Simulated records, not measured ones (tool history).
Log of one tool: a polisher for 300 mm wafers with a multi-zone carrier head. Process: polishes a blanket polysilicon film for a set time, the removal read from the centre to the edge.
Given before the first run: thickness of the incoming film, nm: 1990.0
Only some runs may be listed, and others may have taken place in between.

| run | day | flow of slurry (ml/min) | pressure of the head's centre zone | pressure of the head's middle zone | pressure of the head's edge zone | polishing time (s) | film removed at the wafer's centre (Å) | film removed at mid-radius (Å) | film removed at the wafer's edge (Å) |
|---|---|---|---|---|---|---|---|---|---|
| 1 | 0 | 195 | 1 | 1 | 1 | 76 | 4731.1 | 4834.8 | 4574.9 |
| 2 | 0.338 | 165 | 1 | 1 | 1 | 76 | 4541.7 | 4474.6 | 4481.4 |
| 3 | 0.575 | 175 | 1.02 | 0.99 | 1.02 | 78 | 4758.5 | 4826.3 | 4598.6 |
| 4 | 0.675 | 175 | 1.02 | 1.07 | 1.02 | 78 | 4777.3 | 4941.3 | 4713.8 |
| 5 | 0.896 | 170 | 1.04 | 1.04 | 1.04 | 81 | 5119.2 | 5058.2 | 4881.4 |
| 6 | 1.208 | 190 | 1.04 | 1.04 | 1.04 | 81 | 5151.2 | 5158.2 | 4944.9 |
| 7 | 1.271 | 190 | 1.06 | 1.02 | 1.06 | 83 | 5335.9 | 5274.1 | 5117 |
| 8 | 1.512 | 190 | 1.08 | 1 | 1.07 | 85 | 5609.6 | 5152.5 | 5227.1 |
| 9 | 1.838 | 200 | 1.09 | 1 | 1.08 | 86 | 5659.2 | 5339.4 | 5440.4 |

Expected results for the next run?
| 10 | 2.183 | 205 | 1.1 | 0.99 | 1.07 | 87 | ? | ? | ? |

{"run 10": {"film removed at the wafer's centre (Å)": 5951.4, "film removed at mid-radius (Å)": 5446.3, "film removed at the wafer's edge (Å)": 5384.7}}

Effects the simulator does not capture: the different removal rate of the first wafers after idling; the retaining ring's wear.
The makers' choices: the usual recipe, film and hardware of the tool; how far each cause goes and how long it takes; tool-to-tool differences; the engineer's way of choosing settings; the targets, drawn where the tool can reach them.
